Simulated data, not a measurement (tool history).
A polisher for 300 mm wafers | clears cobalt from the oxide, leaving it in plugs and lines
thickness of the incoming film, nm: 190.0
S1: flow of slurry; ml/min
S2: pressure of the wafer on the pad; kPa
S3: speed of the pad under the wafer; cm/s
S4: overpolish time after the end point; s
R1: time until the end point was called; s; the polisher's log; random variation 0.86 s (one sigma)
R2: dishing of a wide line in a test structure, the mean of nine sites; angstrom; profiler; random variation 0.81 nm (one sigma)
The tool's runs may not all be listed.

{"run": 1, "hour": 0.0, "S1": 175, "S2": 11.7, "S3": 110, "S4": 21, "R1": 40.056, "R2": 612.93}
{"run": 2, "hour": 4.7, "S1": 175, "S2": 11.0, "S3": 110, "S4": 19, "R1": 42.726, "R2": 581.29}
{"run": 3, "hour": 8.6, "S1": 140, "S2": 11.0, "S3": 110, "S4": 19, "R1": 44.715, "R2": 558.57}
{"run": 4, "hour": 14.2, "S1": 160, "S2": 11.0, "S3": 110, "S4": 19, "R1": 43.097, "R2": 582.04}
{"run": 5, "hour": 21.8, "S1": 160, "S2": 11.0, "S3": 94, "S4": 19, "R1": 49.198, "R2": 537.69}
{"run": 6, "hour": 24.2, "S1": 160, "S2": 11.0, "S3": 104, "S4": 19, "R1": 44.653, "R2": 552.18}

Run 7 comes next. What will it give?
{"run": 7, "hour": 31.1, "S1": 160, "S2": 10.3, "S3": 104, "S4": 18, "R1": "?", "R2": "?"}

{"run 7": {"R1": 46.929, "R2": 529.43}}

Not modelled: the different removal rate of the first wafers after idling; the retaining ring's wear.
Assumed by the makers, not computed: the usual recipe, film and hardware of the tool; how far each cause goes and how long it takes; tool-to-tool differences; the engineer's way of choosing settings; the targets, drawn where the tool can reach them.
